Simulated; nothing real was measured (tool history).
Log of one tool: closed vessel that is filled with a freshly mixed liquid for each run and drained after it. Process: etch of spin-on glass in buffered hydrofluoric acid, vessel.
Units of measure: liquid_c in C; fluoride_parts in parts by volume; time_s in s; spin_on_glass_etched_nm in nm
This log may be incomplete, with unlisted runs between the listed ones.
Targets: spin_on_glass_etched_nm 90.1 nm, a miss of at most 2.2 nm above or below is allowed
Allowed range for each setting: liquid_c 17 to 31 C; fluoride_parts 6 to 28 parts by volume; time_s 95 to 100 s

| run | day | liquid_c | fluoride_parts | time_s | spin_on_glass_etched_nm |
|---|---|---|---|---|---|
| 1 | 0 | 23 | 17 | 95 | 115.09 |
| 2 | 0.362 | 23 | 17 | 95 | 114.17 |
| 3 | 0.554 | 22 | 17 | 95 | 108.59 |
| 4 | 0.704 | 21 | 17 | 95 | 102.41 |
| 5 | 0.792 | 21 | 17 | 100 | 108.86 |
| 6 | 0.862 | 20.5 | 17 | 100 | 105.52 |
| 7 | 1.054 | 20 | 17 | 100 | 102.81 |
| 8 | 1.342 | 19.5 | 17 | 100 | 101.11 |
| 9 | 1.421 | 19 | 17 | 100 | 95.902 |
| 10 | 1.529 | 18.5 | 17 | 100 | 93.044 |

Exactly one of the 5 candidate moves below puts every result within its allowed miss. Which one?
| A | 1.638 | 18 | 17.5 | 95 | ? |
| B | 1.638 | 19.5 | 18 | 95 | ? |
| C | 1.638 | 18.5 | 18 | 95 | ? |
| D | 1.638 | 17.5 | 16 | 100 | ? |
| E | 1.638 | 19 | 18 | 95 | ? |

| move | spin_on_glass_etched_nm |
|---|---|
| A | 85.055 |
| B | 90.049 |
| C | 85.103 |
| D | 95.061 |
| E | 87.545 |
A: takes the biggest miss from the last run beyond its target
B: all results land within tolerance of their targets
C: takes the biggest miss from the last run beyond its target
D: lands further from the targets than the last run did
E: takes the biggest miss from the last run beyond its target
Answer: B
